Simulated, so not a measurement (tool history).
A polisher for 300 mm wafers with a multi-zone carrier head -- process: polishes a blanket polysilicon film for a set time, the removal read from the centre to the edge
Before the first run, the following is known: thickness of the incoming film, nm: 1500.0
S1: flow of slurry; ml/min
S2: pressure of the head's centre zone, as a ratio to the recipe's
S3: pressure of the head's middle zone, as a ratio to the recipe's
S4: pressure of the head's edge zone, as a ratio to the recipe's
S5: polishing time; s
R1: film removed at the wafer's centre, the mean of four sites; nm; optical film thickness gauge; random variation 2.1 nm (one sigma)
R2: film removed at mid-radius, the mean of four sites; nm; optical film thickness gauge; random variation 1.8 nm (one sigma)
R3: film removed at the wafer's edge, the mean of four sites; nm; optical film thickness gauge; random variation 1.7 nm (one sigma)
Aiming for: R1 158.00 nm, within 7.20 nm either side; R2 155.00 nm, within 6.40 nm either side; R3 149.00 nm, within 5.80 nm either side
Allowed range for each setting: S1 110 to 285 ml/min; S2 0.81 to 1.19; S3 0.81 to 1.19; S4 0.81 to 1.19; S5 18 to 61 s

| run | day | S1 | S2 | S3 | S4 | S5 | R1 | R2 | R3 |
|---|---|---|---|---|---|---|---|---|---|
| 1 | 0.000 | 180 | 1.00 | 1.00 | 1.00 | 39 | 215.33 | 221.66 | 217.52 |
| 2 | 0.075 | 180 | 1.00 | 0.99 | 0.98 | 37 | 204.50 | 202.82 | 204.94 |
| 3 | 0.129 | 180 | 1.05 | 0.99 | 0.98 | 37 | 220.99 | 202.89 | 205.81 |
| 4 | 0.358 | 160 | 1.05 | 0.99 | 0.98 | 37 | 212.80 | 201.91 | 202.26 |
| 5 | 0.617 | 190 | 1.05 | 0.99 | 0.98 | 37 | 216.36 | 208.87 | 212.52 |
| 6 | 0.896 | 190 | 0.97 | 0.99 | 0.98 | 37 | 196.93 | 206.18 | 207.39 |
| 7 | 1.204 | 180 | 0.97 | 0.99 | 0.96 | 36 | 193.16 | 203.50 | 201.92 |
| 8 | 1.300 | 175 | 0.98 | 0.99 | 0.95 | 35 | 186.68 | 194.50 | 192.54 |
| 9 | 1.392 | 170 | 0.99 | 0.99 | 0.94 | 34 | 187.29 | 184.64 | 183.32 |
| 10 | 1.567 | 165 | 0.98 | 0.99 | 0.93 | 34 | 179.39 | 184.75 | 184.70 |
| 11 | 1.938 | 160 | 0.99 | 1.00 | 0.92 | 33 | 175.15 | 178.14 | 174.31 |

Below are 4 possible settings for the next run. Only one of them brings all results inside the allowed miss of their targets. Which is it?
| A | 2.308 | 145 | 1.03 | 1.00 | 0.84 | 29 | ? | ? | ? |
| B | 2.308 | 165 | 1.11 | 1.16 | 0.85 | 26 | ? | ? | ? |
| C | 2.308 | 160 | 0.97 | 0.86 | 0.91 | 31 | ? | ? | ? |
| D | 2.308 | 170 | 0.82 | 1.05 | 0.99 | 37 | ? | ? | ? |

| move | R1 | R2 | R3 |
|---|---|---|---|
| A | 160.67 | 154.28 | 147.70 |
| B | 160.32 | 161.26 | 135.24 |
| C | 165.39 | 148.56 | 164.72 |
| D | 169.08 | 212.20 | 203.45 |
A: each result inside its tolerance
B: moves the result that the last run missed by most past its target, out the other side
C: moves toward the targets from the last run without getting all of them in spec
D: moves away from the targets compared with the last run
A meets every target.

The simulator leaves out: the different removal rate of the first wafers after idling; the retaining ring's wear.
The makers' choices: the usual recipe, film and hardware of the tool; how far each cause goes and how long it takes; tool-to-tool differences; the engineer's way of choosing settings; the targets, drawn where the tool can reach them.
